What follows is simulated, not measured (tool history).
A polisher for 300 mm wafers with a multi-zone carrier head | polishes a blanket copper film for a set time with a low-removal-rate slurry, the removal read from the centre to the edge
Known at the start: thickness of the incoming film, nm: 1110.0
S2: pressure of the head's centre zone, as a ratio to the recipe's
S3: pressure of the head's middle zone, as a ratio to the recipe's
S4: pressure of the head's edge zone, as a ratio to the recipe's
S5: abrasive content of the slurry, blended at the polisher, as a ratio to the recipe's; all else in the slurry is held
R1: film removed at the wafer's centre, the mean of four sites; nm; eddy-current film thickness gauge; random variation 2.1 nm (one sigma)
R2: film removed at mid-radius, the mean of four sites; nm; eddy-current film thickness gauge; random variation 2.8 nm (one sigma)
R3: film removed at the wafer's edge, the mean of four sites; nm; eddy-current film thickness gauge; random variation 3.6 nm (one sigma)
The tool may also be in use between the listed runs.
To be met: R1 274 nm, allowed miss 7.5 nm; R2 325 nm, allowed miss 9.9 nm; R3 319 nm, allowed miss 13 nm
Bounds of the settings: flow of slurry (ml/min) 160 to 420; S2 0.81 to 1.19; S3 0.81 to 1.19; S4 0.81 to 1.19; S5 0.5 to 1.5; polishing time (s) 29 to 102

run 1 hour=0 | flow_of_slurry_(ml/min)=270 S2=1 S3=1 S4=1 S5=1 polishing_time_(s)=65 | R1=194.85 R2=198.41 R3=201.74
run 2 hour=6.6 | flow_of_slurry_(ml/min)=270 S2=1 S3=0.92 S4=1 S5=1 polishing_time_(s)=65 | R1=195.6 R2=185.73 R3=205.69
run 3 hour=12.8 | flow_of_slurry_(ml/min)=270 S2=1 S3=0.92 S4=0.94 S5=1 polishing_time_(s)=65 | R1=196.24 R2=189.27 R3=194.85
run 4 hour=17.3 | flow_of_slurry_(ml/min)=270 S2=1 S3=0.84 S4=0.94 S5=1 polishing_time_(s)=65 | R1=195.14 R2=172.91 R3=199.17
run 5 hour=23.3 | flow_of_slurry_(ml/min)=270 S2=1 S3=0.84 S4=0.99 S5=1 polishing_time_(s)=65 | R1=193.83 R2=171.11 R3=203.46
run 6 hour=31.7 | flow_of_slurry_(ml/min)=275 S2=0.99 S3=0.92 S4=1.03 S5=1.15 polishing_time_(s)=70 | R1=214.96 R2=212 R3=228.35
run 7 hour=37.2 | flow_of_slurry_(ml/min)=270 S2=0.98 S3=0.95 S4=1.07 S5=1.25 polishing_time_(s)=74 | R1=230.4 R2=231.06 R3=256.72
run 8 hour=43.7 | flow_of_slurry_(ml/min)=275 S2=0.98 S3=1 S4=1.09 S5=1.3 polishing_time_(s)=76 | R1=239.9 R2=252.82 R3=267.92
run 9 hour=47.6 | flow_of_slurry_(ml/min)=280 S2=0.98 S3=1.04 S4=1.11 S5=1.35 polishing_time_(s)=78 | R1=249.66 R2=273.19 R3=282.71
-- hour=50.1 slurry nozzle cleaned
run 10 hour=50.1 | flow_of_slurry_(ml/min)=290 S2=0.98 S3=1.07 S4=1.13 S5=1.4 polishing_time_(s)=79 | R1=265.65 R2=287.2 R3=294.34
run 11 hour=57.7 | flow_of_slurry_(ml/min)=320 S2=0.89 S3=1.17 S4=1.19 S5=1.5 polishing_time_(s)=81 | R1=262.07 R2=334.75 R3=319.99
run 12 hour=61.7 | flow_of_slurry_(ml/min)=325 S2=0.9 S3=1.16 S4=1.19 S5=1.5 polishing_time_(s)=81 | R1=260.45 R2=324.24 R3=316.48
run 13 hour=64.9 | flow_of_slurry_(ml/min)=325 S2=0.91 S3=1.16 S4=1.19 S5=1.5 polishing_time_(s)=81 | R1=266.28 R2=325.04 R3=310.84
run 14 hour=70.5 | flow_of_slurry_(ml/min)=325 S2=0.91 S3=1.15 S4=1.19 S5=1.5 polishing_time_(s)=81 | R1=265.7 R2=326.06 R3=320.54

4 next moves are on the table. One of them brings every result within its allowed miss. Which?
run A hour=76.1 | flow_of_slurry_(ml/min)=310 S2=0.93 S3=1.12 S4=1.18 S5=1.5 polishing_time_(s)=83 | R1=? R2=? R3=?
run B hour=76.1 | flow_of_slurry_(ml/min)=350 S2=0.84 S3=1.12 S4=1.19 S5=1.25 polishing_time_(s)=86 | R1=? R2=? R3=?
run C hour=76.1 | flow_of_slurry_(ml/min)=345 S2=0.89 S3=1.18 S4=1.19 S5=1.45 polishing_time_(s)=78 | R1=? R2=? R3=?
run D hour=76.1 | flow_of_slurry_(ml/min)=290 S2=0.86 S3=1.04 S4=1.18 S5=1.3 polishing_time_(s)=91 | R1=? R2=? R3=?

move=A R1=272.21 R2=325.83 R3=326.43
move=B R1=251.39 R2=324.5 R3=325.75
move=C R1=247.51 R2=319.96 R3=306.96
move=D R1=269.19 R2=321.15 R3=343.46
A: meets every target
B: further off than the last run
C: further off than the last run
D: brings the result that was furthest off to its target, and leaves another outside
Answer: A

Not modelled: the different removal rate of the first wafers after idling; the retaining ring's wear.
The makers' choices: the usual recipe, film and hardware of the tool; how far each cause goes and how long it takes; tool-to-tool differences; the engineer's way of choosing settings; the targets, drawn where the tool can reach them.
